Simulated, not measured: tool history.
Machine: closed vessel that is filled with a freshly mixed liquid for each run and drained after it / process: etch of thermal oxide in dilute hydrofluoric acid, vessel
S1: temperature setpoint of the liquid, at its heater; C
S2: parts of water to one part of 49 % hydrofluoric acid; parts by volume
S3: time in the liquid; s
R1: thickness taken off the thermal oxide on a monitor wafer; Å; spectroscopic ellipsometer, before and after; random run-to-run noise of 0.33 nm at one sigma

Run 1, day 0: S1 23 C, S2 130 parts by volume, S3 1775 s. Result: R1 546.31 Å.
Run 2, day 0.254: S1 23 C, S2 130 parts by volume, S3 1915 s. Result: R1 589.14 Å.
Run 3, day 0.458: S1 21 C, S2 130 parts by volume, S3 1915 s. Result: R1 553.2 Å.
Run 4, day 0.567: S1 19.5 C, S2 135 parts by volume, S3 1915 s. Result: R1 490.01 Å.
Run 5, day 0.742: S1 18.5 C, S2 140 parts by volume, S3 1915 s. Result: R1 454.93 Å.
Run 6, day 1.025: S1 20.5 C, S2 140 parts by volume, S3 1915 s. Result: R1 491.28 Å.
Run 7, day 1.212: S1 19.5 C, S2 140 parts by volume, S3 1915 s. Result: R1 474.71 Å.

Run 8 comes next. What will it give?
Run 8, day 1.354: S1 18.5 C, S2 145 parts by volume, S3 1915 s. Result: R1 ?.

Run 8 came out at R1 433.43 Å.
